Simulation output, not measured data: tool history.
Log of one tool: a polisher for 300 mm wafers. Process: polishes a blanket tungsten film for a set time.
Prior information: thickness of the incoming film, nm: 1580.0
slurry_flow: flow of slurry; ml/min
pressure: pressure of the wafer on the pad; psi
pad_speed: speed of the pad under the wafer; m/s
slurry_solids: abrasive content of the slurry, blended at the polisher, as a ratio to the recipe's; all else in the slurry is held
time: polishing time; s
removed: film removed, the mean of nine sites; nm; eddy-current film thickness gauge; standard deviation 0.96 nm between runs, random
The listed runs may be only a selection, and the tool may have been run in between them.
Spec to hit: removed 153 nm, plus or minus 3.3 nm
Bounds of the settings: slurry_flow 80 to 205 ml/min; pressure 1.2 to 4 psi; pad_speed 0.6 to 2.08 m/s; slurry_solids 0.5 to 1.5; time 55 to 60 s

run 1 day=0 | slurry_flow=135 pressure=2.6 pad_speed=1.34 slurry_solids=1 time=60 | removed=278.01
run 2 day=0.162 | slurry_flow=125 pressure=2.3 pad_speed=1.34 slurry_solids=1 time=60 | removed=247.56
run 3 day=0.45 | slurry_flow=120 pressure=2.1 pad_speed=1.32 slurry_solids=1 time=60 | removed=224.02
run 4 day=0.7 | slurry_flow=120 pressure=2.1 pad_speed=1.32 slurry_solids=0.9 time=60 | removed=217.45
run 5 day=0.875 | slurry_flow=120 pressure=1.6 pad_speed=1.32 slurry_solids=0.9 time=60 | removed=172.69
run 6 day=1.238 | slurry_flow=120 pressure=2.1 pad_speed=1.32 slurry_solids=0.9 time=60 | removed=220.43
run 7 day=1.383 | slurry_flow=120 pressure=1.9 pad_speed=1.32 slurry_solids=0.9 time=60 | removed=199.3
run 8 day=1.729 | slurry_flow=120 pressure=1.8 pad_speed=1.32 slurry_solids=0.9 time=60 | removed=193.58
run 9 day=2.104 | slurry_flow=120 pressure=1.7 pad_speed=1.32 slurry_solids=0.9 time=60 | removed=181.9
run 10 day=2.475 | slurry_flow=90 pressure=1.3 pad_speed=1.32 slurry_solids=0.9 time=60 | removed=137.94
run 11 day=2.496 | slurry_flow=90 pressure=1.3 pad_speed=1.32 slurry_solids=0.9 time=60 | removed=134.79
run 12 day=2.838 | slurry_flow=125 pressure=1.5 pad_speed=1.32 slurry_solids=0.9 time=60 | removed=166.86
run 13 day=3.108 | slurry_flow=120 pressure=1.5 pad_speed=1.32 slurry_solids=0.9 time=60 | removed=167.39
run 14 day=3.25 | slurry_flow=115 pressure=1.5 pad_speed=1.32 slurry_solids=0.9 time=60 | removed=164.41
run 15 day=3.45 | slurry_flow=110 pressure=1.5 pad_speed=1.32 slurry_solids=0.9 time=60 | removed=162.07
run 16 day=3.496 | slurry_flow=105 pressure=1.5 pad_speed=1.32 slurry_solids=0.9 time=60 | removed=160.17
run 17 day=3.533 | slurry_flow=100 pressure=1.5 pad_speed=1.32 slurry_solids=0.9 time=60 | removed=156.91

Exercise: of the 4 proposed moves below, exactly one satisfies all targets within the stated allowed misses. Which move is it?
run A day=3.571 | slurry_flow=100 pressure=1.5 pad_speed=1.44 slurry_solids=0.85 time=59 | removed=?
run B day=3.571 | slurry_flow=95 pressure=1.4 pad_speed=1.54 slurry_solids=0.75 time=58 | removed=?
run C day=3.571 | slurry_flow=105 pressure=1.4 pad_speed=1.42 slurry_solids=1 time=59 | removed=?
run D day=3.571 | slurry_flow=100 pressure=1.7 pad_speed=1.36 slurry_solids=0.85 time=55 | removed=?

move=A removed=164.12
move=B removed=153.81
move=C removed=161.97
move=D removed=162.12
A: moves away from the targets compared with the last run
B: in spec on every target
C: moves away from the targets compared with the last run
D: moves away from the targets compared with the last run
B is the move that brings every result within its allowed miss.
